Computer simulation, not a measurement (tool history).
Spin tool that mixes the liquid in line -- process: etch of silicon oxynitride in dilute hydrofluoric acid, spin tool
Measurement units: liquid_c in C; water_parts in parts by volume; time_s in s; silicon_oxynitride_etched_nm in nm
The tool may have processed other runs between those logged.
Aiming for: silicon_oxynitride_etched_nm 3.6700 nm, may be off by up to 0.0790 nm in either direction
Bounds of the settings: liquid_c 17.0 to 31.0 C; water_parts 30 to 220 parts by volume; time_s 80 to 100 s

{"run": 1, "hour": 0.0, "liquid_c": 23.0, "water_parts": 125, "time_s": 100, "silicon_oxynitride_etched_nm": 2.2187}
{"run": 2, "hour": 6.8, "liquid_c": 25.0, "water_parts": 120, "time_s": 100, "silicon_oxynitride_etched_nm": 2.5569}
{"run": 3, "hour": 15.1, "liquid_c": 26.5, "water_parts": 120, "time_s": 100, "silicon_oxynitride_etched_nm": 2.7501}
{"run": 4, "hour": 15.7, "liquid_c": 23.5, "water_parts": 120, "time_s": 100, "silicon_oxynitride_etched_nm": 2.3811}
{"run": 5, "hour": 24.1, "liquid_c": 25.5, "water_parts": 120, "time_s": 100, "silicon_oxynitride_etched_nm": 2.6061}
{"run": 6, "hour": 30.9, "liquid_c": 25.5, "water_parts": 120, "time_s": 80, "silicon_oxynitride_etched_nm": 2.0952}
{"run": 7, "hour": 36.3, "liquid_c": 27.0, "water_parts": 110, "time_s": 80, "silicon_oxynitride_etched_nm": 2.4668}
{"run": 8, "hour": 41.5, "liquid_c": 28.0, "water_parts": 100, "time_s": 80, "silicon_oxynitride_etched_nm": 2.9049}

Consider the 4 candidate settings below. Which is the only one whose results all fall within their allowed miss of target?
{"run": "A", "hour": 46.7, "liquid_c": 28.0, "water_parts": 90, "time_s": 85, "silicon_oxynitride_etched_nm": "?"}
{"run": "B", "hour": 46.7, "liquid_c": 28.5, "water_parts": 100, "time_s": 100, "silicon_oxynitride_etched_nm": "?"}
{"run": "C", "hour": 46.7, "liquid_c": 31.0, "water_parts": 105, "time_s": 100, "silicon_oxynitride_etched_nm": "?"}
{"run": "D", "hour": 46.7, "liquid_c": 27.0, "water_parts": 90, "time_s": 100, "silicon_oxynitride_etched_nm": "?"}

move=A silicon_oxynitride_etched_nm=3.4138
move=B silicon_oxynitride_etched_nm=3.6587
move=C silicon_oxynitride_etched_nm=3.8734
move=D silicon_oxynitride_etched_nm=3.8363
A: gains on the last run, yet a result remains outside its allowed miss
B: meets every target
C: takes the result that was furthest off past its target
D: takes the result that was furthest off past its target
Answer: B
